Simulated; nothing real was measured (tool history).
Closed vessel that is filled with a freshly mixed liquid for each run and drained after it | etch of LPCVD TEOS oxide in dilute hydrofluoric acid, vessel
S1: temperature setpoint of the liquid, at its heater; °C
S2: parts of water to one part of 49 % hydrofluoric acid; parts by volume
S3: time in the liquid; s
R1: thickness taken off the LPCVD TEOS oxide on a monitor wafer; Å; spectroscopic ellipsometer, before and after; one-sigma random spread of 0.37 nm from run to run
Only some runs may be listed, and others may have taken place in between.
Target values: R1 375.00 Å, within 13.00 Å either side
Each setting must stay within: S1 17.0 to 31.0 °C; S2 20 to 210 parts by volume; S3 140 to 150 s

run 1 hour=0.0 | S1=23.0 S2=115 S3=140 | R1=502.00
run 2 hour=6.1 | S1=22.0 S2=115 S3=140 | R1=475.59
run 3 hour=13.2 | S1=22.0 S2=150 S3=140 | R1=353.92
run 4 hour=17.1 | S1=22.5 S2=150 S3=140 | R1=357.25
run 5 hour=23.9 | S1=22.5 S2=125 S3=140 | R1=441.88
run 6 hour=26.6 | S1=21.5 S2=125 S3=140 | R1=428.89
run 7 hour=31.5 | S1=21.0 S2=125 S3=140 | R1=419.46
run 8 hour=33.1 | S1=20.5 S2=125 S3=140 | R1=410.23

Consider the 4 candidate settings below. Which is the only one whose results all fall within their allowed miss of target?
run A hour=34.7 | S1=19.5 S2=130 S3=150 | R1=?
run B hour=34.7 | S1=22.5 S2=135 S3=140 | R1=?
run C hour=34.7 | S1=18.5 S2=115 S3=140 | R1=?
run D hour=34.7 | S1=18.5 S2=125 S3=140 | R1=?

move=A R1=397.72
move=B R1=400.65
move=C R1=409.24
move=D R1=372.58
A: closer than the last run, but not yet in spec
B: closer than the last run, but not yet in spec
C: neither nearer nor further off than the last run
D: hits every target within its allowed miss
Answer: D
